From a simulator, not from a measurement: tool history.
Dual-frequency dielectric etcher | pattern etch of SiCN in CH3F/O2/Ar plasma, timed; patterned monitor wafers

run    day  source power (W)  bias power (W)  etch time (s)  mean etch depth across the wafer (angstrom)
  1  0.000               310              56           81.5                                       251.72
  2  0.146               370              56           81.5                                       277.89
  3  0.221               330              56           81.5                                       262.31
  4  0.517               340              56           81.5                                       265.55
  5  0.842               350              56           81.5                                       269.50
  6  1.158               360              56           81.5                                       274.81
  7  1.338               370              56           81.5                                       278.02

Predict the results of run 8:
  8  1.683               420              57           81.5                                            ?

mean etch depth across the wafer (angstrom): 299.49
